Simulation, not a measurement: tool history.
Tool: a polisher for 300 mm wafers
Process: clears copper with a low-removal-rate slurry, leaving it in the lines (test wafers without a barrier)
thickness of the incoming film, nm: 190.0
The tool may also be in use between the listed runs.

run,hour,flow of slurry (ml/min),pressure of the wafer on the pad (kPa),speed of the pad under the wafer (cm/s),abrasive content of the slurry,overpolish time after the end point (s),time until the end point was called (s),dishing of a wide line in a test structure (nm)
1,0,250,17.2,102,1,13,77.154,26.125
2,1.6,245,14.5,100,1,14,92.348,23.578
3,9.3,215,14.5,100,1,14,93.784,23.681
4,10.9,215,14.5,100,0.9,14,96.701,22.452
5,13.7,215,14.5,100,0.9,10,96.394,16.932
6,22.5,215,17.2,100,0.9,10,80.933,19.624
7,28.5,215,14.5,98,0.9,11,96.5,17.997
8,29.7,215,12.4,96,0.9,12,113.46,17.24
9,30.9,215,11,96,0.9,13,125.49,16.599
10,38.7,215,10.3,96,0.9,13,132.7,15.342

Run 11 comes next. What will it give?
11,39.9,215,9.7,96,0.9,14,?,?

{"run 11": {"time until the end point was called (s)": 142.75, "dishing of a wide line in a test structure (nm)": 15.723}}
